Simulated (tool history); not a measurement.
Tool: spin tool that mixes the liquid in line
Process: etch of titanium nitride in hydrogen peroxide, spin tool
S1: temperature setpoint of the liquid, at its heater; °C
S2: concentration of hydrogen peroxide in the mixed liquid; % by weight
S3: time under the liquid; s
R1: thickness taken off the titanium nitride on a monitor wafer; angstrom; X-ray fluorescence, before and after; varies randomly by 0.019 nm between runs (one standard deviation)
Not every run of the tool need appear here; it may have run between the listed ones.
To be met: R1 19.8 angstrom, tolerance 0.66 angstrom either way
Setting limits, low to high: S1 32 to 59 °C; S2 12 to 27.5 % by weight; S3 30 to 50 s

run  hour    S1    S2  S3      R1
  1     0    43  18.5  50  10.718
  2   4.3    44  18.5  50  11.576
  3  12.9    45  18.5  50   12.55
  4  20.5    46  18.5  50  13.634
  5  24.9  46.5  18.5  50  13.892
  6  32.4    47  18.5  50  14.367
  7  36.5  47.5  18.5  50  15.317
  8  44.4    48  18.5  50  15.649
  9  49.1  48.5  18.5  50   16.11
 10  57.2    49  18.5  50  16.626

Pick the move, out of 4, that brings all results within their allowed miss; only one does.
  A  65.3    47    20  50   ?
  B  65.3  51.5  18.5  50   ?
  C  65.3  52.5    18  50   ?
  D  65.3  49.5  18.5  50   ?

move      R1
   A  14.624
   B  19.937
   C  21.287
   D  17.263
A: further off than the last run
B: every result lands within tolerance
C: takes the result that was furthest off past its target
D: closer than the last run, but not yet in spec
B is the move that brings every result within its allowed miss.

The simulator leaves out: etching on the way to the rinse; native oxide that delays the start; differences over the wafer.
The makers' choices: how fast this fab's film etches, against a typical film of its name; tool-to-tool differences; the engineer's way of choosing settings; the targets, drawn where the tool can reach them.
